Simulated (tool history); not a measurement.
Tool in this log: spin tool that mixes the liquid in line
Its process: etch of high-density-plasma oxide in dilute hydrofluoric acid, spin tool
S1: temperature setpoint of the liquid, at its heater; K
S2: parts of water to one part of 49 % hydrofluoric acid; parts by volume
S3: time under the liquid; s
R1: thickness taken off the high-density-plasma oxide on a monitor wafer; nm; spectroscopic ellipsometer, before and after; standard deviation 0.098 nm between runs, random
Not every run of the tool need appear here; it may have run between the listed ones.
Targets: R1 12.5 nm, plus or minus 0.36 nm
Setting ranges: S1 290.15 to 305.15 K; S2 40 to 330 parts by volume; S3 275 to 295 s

run  hour      S1   S2   S3      R1
  1     0  297.15  185  275   7.106
  2     3  297.15  185  295  7.5822
  3   5.4  297.15  185  295  7.6034
  4   9.3  298.15  180  295  8.1849
  5  15.1  298.15  180  275  7.6246
  6  16.3  298.15  180  295   8.149
  7  16.9  299.15  175  295  8.7165
  8  19.8  300.15  170  295  9.3823

Exercise: of the 5 proposed moves below, exactly one satisfies all targets within the stated allowed misses. Which move is it?
  A  22.7  298.65  185  275   ?
  B  22.7  300.15  135  295   ?
  C  22.7  301.15  145  295   ?
  D  22.7  300.65  145  295   ?
  E  22.7  302.65  205  275   ?

move      R1
   A   7.463
   B  12.309
   C  11.746
   D  11.531
   E  7.5884
A: lands further from the targets than the last run did
B: every result lands within tolerance
C: closes in on the targets versus the last run, not all within tolerance yet
D: closes in on the targets versus the last run, not all within tolerance yet
E: lands further from the targets than the last run did
B is the move that brings every result within its allowed miss.

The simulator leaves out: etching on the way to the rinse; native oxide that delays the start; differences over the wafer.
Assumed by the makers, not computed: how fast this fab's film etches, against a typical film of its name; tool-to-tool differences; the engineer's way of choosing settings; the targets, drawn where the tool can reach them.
